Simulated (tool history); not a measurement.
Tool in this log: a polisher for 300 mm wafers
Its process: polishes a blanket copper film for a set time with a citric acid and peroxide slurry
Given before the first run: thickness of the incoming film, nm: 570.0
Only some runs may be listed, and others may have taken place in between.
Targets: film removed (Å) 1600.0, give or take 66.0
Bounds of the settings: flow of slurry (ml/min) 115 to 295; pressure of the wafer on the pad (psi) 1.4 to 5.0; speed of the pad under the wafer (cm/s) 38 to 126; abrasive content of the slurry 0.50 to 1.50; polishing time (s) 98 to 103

run	hour	flow of slurry (ml/min)	pressure of the wafer on the pad (psi)	speed of the pad under the wafer (cm/s)	abrasive content of the slurry	polishing time (s)	film removed (Å)
1	0.0	190	3.2	82	1.00	98	1828.5
2	6.9	190	3.2	82	0.85	98	1771.2
3	12.4	190	3.1	82	0.85	98	1704.3
4	20.4	230	3.1	82	0.85	98	1789.8
5	23.5	230	3.1	94	0.85	98	2005.4
6	26.9	230	3.0	94	0.85	98	1896.7
7	34.1	230	3.0	94	0.85	98	1954.0
8	37.3	230	2.9	94	0.85	98	1898.1
9	40.2	230	2.8	94	0.85	98	1825.9
10	44.8	230	2.7	94	0.85	98	1795.4
11	53.4	230	2.6	94	0.85	98	1770.8

Exercise: of the 5 proposed moves below, exactly one satisfies all targets within the stated allowed misses. Which move is it?
A	62.0	240	2.4	110	0.90	103	?
B	62.0	255	2.4	94	0.65	98	?
C	62.0	205	2.3	120	0.70	99	?
D	62.0	230	2.5	104	0.75	100	?
E	62.0	205	2.9	94	0.95	98	?

move	film removed (Å)
A	2008.9
B	1581.0
C	1944.0
D	1853.0
E	1889.2
A: lands further from the targets than the last run did
B: meets every target
C: lands further from the targets than the last run did
D: lands further from the targets than the last run did
E: lands further from the targets than the last run did
B is the move that brings every result within its allowed miss.
